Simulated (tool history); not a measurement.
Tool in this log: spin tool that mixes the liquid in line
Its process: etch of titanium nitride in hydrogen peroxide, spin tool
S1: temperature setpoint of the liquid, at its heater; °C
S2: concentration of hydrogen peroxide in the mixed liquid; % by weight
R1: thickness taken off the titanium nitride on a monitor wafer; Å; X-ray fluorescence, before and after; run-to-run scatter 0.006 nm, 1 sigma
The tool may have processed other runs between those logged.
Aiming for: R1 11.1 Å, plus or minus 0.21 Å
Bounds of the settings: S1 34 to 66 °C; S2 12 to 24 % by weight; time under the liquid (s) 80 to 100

run 1 hour=0 | S1=50 S2=16 time_under_the_liquid_(s)=100 | R1=20.281
run 2 hour=6.1 | S1=49 S2=16 time_under_the_liquid_(s)=100 | R1=18.537
run 3 hour=13.1 | S1=48 S2=16 time_under_the_liquid_(s)=100 | R1=17.272
run 4 hour=18.2 | S1=48 S2=14 time_under_the_liquid_(s)=100 | R1=16.717
run 5 hour=19.1 | S1=45 S2=14 time_under_the_liquid_(s)=100 | R1=13.342
run 6 hour=20.1 | S1=45 S2=17 time_under_the_liquid_(s)=100 | R1=14.018
run 7 hour=28 | S1=44.5 S2=17 time_under_the_liquid_(s)=100 | R1=13.484
run 8 hour=29.5 | S1=44 S2=17 time_under_the_liquid_(s)=100 | R1=12.969
run 9 hour=38.4 | S1=43.5 S2=17 time_under_the_liquid_(s)=100 | R1=12.555
run 10 hour=44.9 | S1=42.5 S2=17 time_under_the_liquid_(s)=100 | R1=11.61

Which single option among these 4 for the next run brings every result within its allowed miss of target? Just one does.
run A hour=51.4 | S1=42 S2=17 time_under_the_liquid_(s)=100 | R1=?
run B hour=51.4 | S1=43 S2=16.5 time_under_the_liquid_(s)=100 | R1=?
run C hour=51.4 | S1=42 S2=20.5 time_under_the_liquid_(s)=100 | R1=?
run D hour=51.4 | S1=44 S2=12.5 time_under_the_liquid_(s)=95 | R1=?

move=A R1=11.139
move=B R1=11.952
move=C R1=11.593
move=D R1=11.559
A: all results land within tolerance of their targets
B: the biggest miss grows against the last run
C: roughly where the last run was
D: gains on the last run, yet a result remains outside its allowed miss
Correct choice: A, which meets every target
